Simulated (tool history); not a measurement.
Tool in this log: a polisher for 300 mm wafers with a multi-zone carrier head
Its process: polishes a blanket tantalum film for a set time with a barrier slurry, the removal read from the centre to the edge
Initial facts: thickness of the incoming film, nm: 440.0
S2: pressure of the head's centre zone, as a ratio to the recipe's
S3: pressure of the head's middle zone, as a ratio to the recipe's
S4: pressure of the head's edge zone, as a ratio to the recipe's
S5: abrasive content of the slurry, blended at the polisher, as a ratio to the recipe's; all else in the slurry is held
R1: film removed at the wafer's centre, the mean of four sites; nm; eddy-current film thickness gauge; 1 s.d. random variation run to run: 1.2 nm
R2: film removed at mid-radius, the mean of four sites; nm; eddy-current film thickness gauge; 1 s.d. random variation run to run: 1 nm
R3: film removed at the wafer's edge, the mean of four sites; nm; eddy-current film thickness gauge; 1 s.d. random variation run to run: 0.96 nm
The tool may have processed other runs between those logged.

{"run": 1, "hour": 0.0, "flow of slurry (ml/min)": 230, "S2": 1, "S3": 1, "S4": 1, "S5": 1, "polishing time (s)": 32, "R1": 87.537, "R2": 85.723, "R3": 86.59}
{"run": 2, "hour": 4.5, "flow of slurry (ml/min)": 230, "S2": 1, "S3": 1, "S4": 1, "S5": 0.8, "polishing time (s)": 32, "R1": 83.14, "R2": 81.836, "R3": 82.365}
{"run": 3, "hour": 10.7, "flow of slurry (ml/min)": 235, "S2": 1, "S3": 1.02, "S4": 1.01, "S5": 0.85, "polishing time (s)": 32, "R1": 85.367, "R2": 84.317, "R3": 83.113}
{"run": 4, "hour": 14.3, "flow of slurry (ml/min)": 235, "S2": 0.99, "S3": 1.04, "S4": 1.02, "S5": 0.9, "polishing time (s)": 32, "R1": 84.238, "R2": 87.083, "R3": 85.732}
{"run": 5, "hour": 18.3, "flow of slurry (ml/min)": 235, "S2": 0.99, "S3": 1.04, "S4": 1.02, "S5": 0.9, "polishing time (s)": 40, "R1": 105.91, "R2": 108.62, "R3": 106.22}
{"run": 6, "hour": 24.6, "flow of slurry (ml/min)": 235, "S2": 0.94, "S3": 1.04, "S4": 1.02, "S5": 0.9, "polishing time (s)": 40, "R1": 101.87, "R2": 109.37, "R3": 105.75}
{"run": 7, "hour": 30.0, "flow of slurry (ml/min)": 230, "S2": 0.93, "S3": 1.04, "S4": 1.01, "S5": 0.9, "polishing time (s)": 40, "R1": 99.823, "R2": 105.88, "R3": 106.4}
{"run": 8, "hour": 36.9, "flow of slurry (ml/min)": 230, "S2": 0.93, "S3": 1.05, "S4": 1, "S5": 0.85, "polishing time (s)": 40, "R1": 97.842, "R2": 108.16, "R3": 103.08}
{"run": 9, "hour": 44.8, "flow of slurry (ml/min)": 230, "S2": 0.93, "S3": 1.05, "S4": 0.99, "S5": 0.85, "polishing time (s)": 40, "R1": 99.561, "R2": 106, "R3": 104.07}

Predict the results of run 10:
{"run": 10, "hour": 46.6, "flow of slurry (ml/min)": 230, "S2": 0.93, "S3": 1.06, "S4": 0.98, "S5": 0.8, "polishing time (s)": 40, "R1": "?", "R2": "?", "R3": "?"}

{"run 10": {"R1": 97.03, "R2": 107.33, "R3": 103.32}}

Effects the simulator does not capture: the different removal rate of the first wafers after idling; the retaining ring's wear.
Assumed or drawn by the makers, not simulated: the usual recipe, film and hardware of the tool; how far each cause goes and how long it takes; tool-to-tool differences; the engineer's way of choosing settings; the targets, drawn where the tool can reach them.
